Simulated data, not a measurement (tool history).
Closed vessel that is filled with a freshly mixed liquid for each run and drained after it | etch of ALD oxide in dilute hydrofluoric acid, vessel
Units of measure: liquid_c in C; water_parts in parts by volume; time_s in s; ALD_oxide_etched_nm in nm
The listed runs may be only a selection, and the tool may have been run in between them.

run	hour	liquid_c	water_parts	time_s	ALD_oxide_etched_nm
1	0.0	22.0	85	30	5.5632
2	8.0	23.0	80	30	6.1233
3	11.3	26.0	80	30	6.9083
4	15.3	26.0	80	30	6.9305
5	20.7	28.5	80	30	7.5552
6	29.7	28.5	80	30	7.5437
7	32.9	28.5	75	30	8.1069
8	37.8	28.5	70	30	8.8777

What will run 9 give?
9	41.8	28.5	65	30	?

ALD_oxide_etched_nm: 9.5727 nm
